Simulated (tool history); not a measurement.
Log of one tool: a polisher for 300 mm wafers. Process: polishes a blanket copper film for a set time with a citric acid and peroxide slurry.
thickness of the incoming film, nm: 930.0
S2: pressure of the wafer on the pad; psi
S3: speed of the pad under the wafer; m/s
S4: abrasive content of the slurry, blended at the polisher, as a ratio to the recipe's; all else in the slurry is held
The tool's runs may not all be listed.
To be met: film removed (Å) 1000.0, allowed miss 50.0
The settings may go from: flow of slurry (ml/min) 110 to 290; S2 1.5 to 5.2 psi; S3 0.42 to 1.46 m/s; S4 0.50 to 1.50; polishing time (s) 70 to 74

run 1 hour=0.0 | flow_of_slurry_(ml/min)=185 S2=3.3 S3=0.94 S4=1.00 polishing_time_(s)=70 | film_removed_(Å)=1550.5
run 2 hour=7.7 | flow_of_slurry_(ml/min)=185 S2=2.8 S3=0.94 S4=1.00 polishing_time_(s)=70 | film_removed_(Å)=1446.5
run 3 hour=9.0 | flow_of_slurry_(ml/min)=185 S2=2.4 S3=0.90 S4=1.00 polishing_time_(s)=70 | film_removed_(Å)=1275.0
run 4 hour=14.1 | flow_of_slurry_(ml/min)=185 S2=2.1 S3=0.88 S4=1.00 polishing_time_(s)=70 | film_removed_(Å)=1121.8
run 5 hour=21.6 | flow_of_slurry_(ml/min)=185 S2=2.9 S3=0.88 S4=1.00 polishing_time_(s)=70 | film_removed_(Å)=1364.7
run 6 hour=30.1 | flow_of_slurry_(ml/min)=185 S2=2.9 S3=0.88 S4=1.00 polishing_time_(s)=70 | film_removed_(Å)=1343.1
run 7 hour=34.6 | flow_of_slurry_(ml/min)=185 S2=2.9 S3=0.88 S4=1.00 polishing_time_(s)=70 | film_removed_(Å)=1375.9
run 8 hour=39.3 | flow_of_slurry_(ml/min)=185 S2=2.5 S3=0.86 S4=1.00 polishing_time_(s)=70 | film_removed_(Å)=1212.4
run 9 hour=48.2 | flow_of_slurry_(ml/min)=185 S2=2.3 S3=0.86 S4=1.00 polishing_time_(s)=70 | film_removed_(Å)=1205.6
run 10 hour=51.1 | flow_of_slurry_(ml/min)=185 S2=2.1 S3=0.84 S4=1.00 polishing_time_(s)=70 | film_removed_(Å)=1078.2
run 11 hour=55.9 | flow_of_slurry_(ml/min)=185 S2=2.0 S3=0.84 S4=1.00 polishing_time_(s)=70 | film_removed_(Å)=1070.6

5 next moves are on the table. One of them brings every result within its allowed miss. Which?
run A hour=60.7 | flow_of_slurry_(ml/min)=195 S2=2.5 S3=0.86 S4=1.00 polishing_time_(s)=70 | film_removed_(Å)=?
run B hour=60.7 | flow_of_slurry_(ml/min)=215 S2=1.7 S3=0.88 S4=1.05 polishing_time_(s)=74 | film_removed_(Å)=?
run C hour=60.7 | flow_of_slurry_(ml/min)=195 S2=2.3 S3=0.88 S4=1.15 polishing_time_(s)=72 | film_removed_(Å)=?
run D hour=60.7 | flow_of_slurry_(ml/min)=200 S2=2.2 S3=0.84 S4=1.15 polishing_time_(s)=70 | film_removed_(Å)=?
run E hour=60.7 | flow_of_slurry_(ml/min)=205 S2=1.7 S3=0.86 S4=0.85 polishing_time_(s)=70 | film_removed_(Å)=?

move=A film_removed_(Å)=1228.4
move=B film_removed_(Å)=1130.3
move=C film_removed_(Å)=1264.7
move=D film_removed_(Å)=1154.3
move=E film_removed_(Å)=1008.8
A: further off than the last run
B: further off than the last run
C: further off than the last run
D: further off than the last run
E: meets every target
The right move is E.

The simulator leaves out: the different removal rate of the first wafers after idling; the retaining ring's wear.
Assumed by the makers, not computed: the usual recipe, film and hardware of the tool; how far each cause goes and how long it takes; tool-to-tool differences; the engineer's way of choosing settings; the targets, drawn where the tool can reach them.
